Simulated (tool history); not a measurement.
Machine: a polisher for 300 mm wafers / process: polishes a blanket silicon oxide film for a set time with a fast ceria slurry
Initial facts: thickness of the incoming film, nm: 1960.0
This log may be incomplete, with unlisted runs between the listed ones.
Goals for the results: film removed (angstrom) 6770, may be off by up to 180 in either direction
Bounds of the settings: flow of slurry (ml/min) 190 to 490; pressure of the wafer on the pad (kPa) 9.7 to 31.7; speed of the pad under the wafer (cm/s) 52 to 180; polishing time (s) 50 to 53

run  hour  flow of slurry (ml/min)  pressure of the wafer on the pad (kPa)  speed of the pad under the wafer (cm/s)  polishing time (s)  film removed (angstrom)
  1     0                      315                                    20.7                                      116                  50                    11258
  2   1.6                      315                                    17.9                                      116                  50                     9753
  3   5.6                      315                                    16.5                                      116                  50                   9151.6
  4    14                      315                                    15.2                                      116                  50                   8392.7
  5  16.9                      315                                    15.2                                      116                  50                   8452.4
  6  25.4                      315                                    14.5                                      116                  50                   8088.4
  7  30.8                      315                                    13.8                                      116                  50                   7636.2
  8  31.8                      315                                    13.1                                      116                  50                   7340.1

Exercise: of the 5 proposed moves below, exactly one satisfies all targets within the stated allowed misses. Which move is it?
  A  32.8                      400                                    18.6                                       74                  52                        ?
  B  32.8                      315                                    13.1                                      114                  50                        ?
  C  32.8                      420                                    15.9                                       84                  52                        ?
  D  32.8                      290                                    11.7                                      108                  53                        ?
  E  32.8                      300                                    13.8                                      110                  50                        ?

move  film removed (angstrom)
   A                   7035.7
   B                   7177.1
   C                   6827.7
   D                     6444
   E                   7247.7
A: gains on the last run, yet a result remains outside its allowed miss
B: gains on the last run, yet a result remains outside its allowed miss
C: all results land within tolerance of their targets
D: the result that was furthest off in the last run now lies on the other side of its target
E: gains on the last run, yet a result remains outside its allowed miss
The move that meets every target is C.

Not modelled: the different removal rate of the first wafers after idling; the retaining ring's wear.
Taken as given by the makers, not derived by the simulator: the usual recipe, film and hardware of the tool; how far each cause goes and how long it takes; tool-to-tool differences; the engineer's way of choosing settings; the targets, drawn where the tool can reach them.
